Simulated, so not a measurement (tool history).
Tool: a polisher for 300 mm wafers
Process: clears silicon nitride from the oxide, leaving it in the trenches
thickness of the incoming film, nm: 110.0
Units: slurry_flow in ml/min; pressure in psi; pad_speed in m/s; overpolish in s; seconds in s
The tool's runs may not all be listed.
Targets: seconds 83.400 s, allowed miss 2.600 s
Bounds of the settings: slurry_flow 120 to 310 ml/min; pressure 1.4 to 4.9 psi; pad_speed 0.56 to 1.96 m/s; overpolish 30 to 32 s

run	hour	slurry_flow	pressure	pad_speed	overpolish	seconds
1	0.0	200	3.1	1.26	30	99.978
2	1.1	200	3.1	1.04	30	119.840
3	3.9	205	3.3	1.04	30	113.480
4	5.2	205	3.5	1.04	30	107.620
5	12.1	205	3.7	1.04	30	104.010
6	18.7	205	3.7	1.04	32	103.020
7	25.8	205	3.7	1.04	32	102.420
8	27.0	205	3.8	1.04	32	99.344
9	30.9	205	3.9	1.04	32	98.736
10	36.3	210	4.0	1.04	32	95.352
11	37.5	210	4.1	1.04	32	93.812
12	45.2	210	4.2	1.04	32	91.499
13	47.9	210	4.3	1.04	32	90.965

5 next moves are on the table. One of them brings every result within its allowed miss. Which?
A	50.6	185	3.7	1.10	32	?
B	50.6	165	4.2	1.06	32	?
C	50.6	255	4.1	1.16	30	?
D	50.6	245	4.2	0.92	30	?
E	50.6	215	4.0	1.04	30	?

move	seconds
A	96.899
B	90.619
C	81.819
D	100.430
E	94.241
A: further off than the last run
B: as far off as the last run
C: meets every target
D: further off than the last run
E: further off than the last run
Move C is the one to make.
